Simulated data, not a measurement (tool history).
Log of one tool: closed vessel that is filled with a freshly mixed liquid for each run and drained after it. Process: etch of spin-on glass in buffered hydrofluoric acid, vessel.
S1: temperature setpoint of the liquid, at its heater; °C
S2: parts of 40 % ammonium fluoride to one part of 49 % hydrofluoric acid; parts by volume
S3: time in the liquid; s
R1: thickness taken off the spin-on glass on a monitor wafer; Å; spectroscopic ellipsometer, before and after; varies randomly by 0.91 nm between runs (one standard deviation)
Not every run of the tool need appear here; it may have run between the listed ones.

{"run": 1, "hour": 0.0, "S1": 21, "S2": 14, "S3": 30, "R1": 791.82}
{"run": 2, "hour": 6.2, "S1": 22.5, "S2": 13, "S3": 30, "R1": 919.97}
{"run": 3, "hour": 9.9, "S1": 24.5, "S2": 13, "S3": 30, "R1": 1028.6}
{"run": 4, "hour": 10.9, "S1": 24.5, "S2": 16.5, "S3": 30, "R1": 812.14}
{"run": 5, "hour": 19.0, "S1": 25, "S2": 15, "S3": 30, "R1": 915.5}
{"run": 6, "hour": 24.5, "S1": 25.5, "S2": 13.5, "S3": 30, "R1": 1056.7}
{"run": 7, "hour": 26.3, "S1": 26, "S2": 12.5, "S3": 30, "R1": 1168.9}
{"run": 8, "hour": 28.9, "S1": 26.5, "S2": 11.5, "S3": 30, "R1": 1298.6}
{"hour": 34.5, "done": "thermometer replaced"}
{"run": 9, "hour": 34.5, "S1": 29, "S2": 7, "S3": 30, "R1": 2656.1}
{"run": 10, "hour": 42.1, "S1": 28.5, "S2": 7, "S3": 30, "R1": 2587.6}
{"run": 11, "hour": 46.1, "S1": 28, "S2": 7, "S3": 30, "R1": 2491.8}

Estimate the outcome of run 12 from the log above:
{"run": 12, "hour": 50.6, "S1": 27.5, "S2": 7, "S3": 30, "R1": "?"}

R1: 2434.7 Å

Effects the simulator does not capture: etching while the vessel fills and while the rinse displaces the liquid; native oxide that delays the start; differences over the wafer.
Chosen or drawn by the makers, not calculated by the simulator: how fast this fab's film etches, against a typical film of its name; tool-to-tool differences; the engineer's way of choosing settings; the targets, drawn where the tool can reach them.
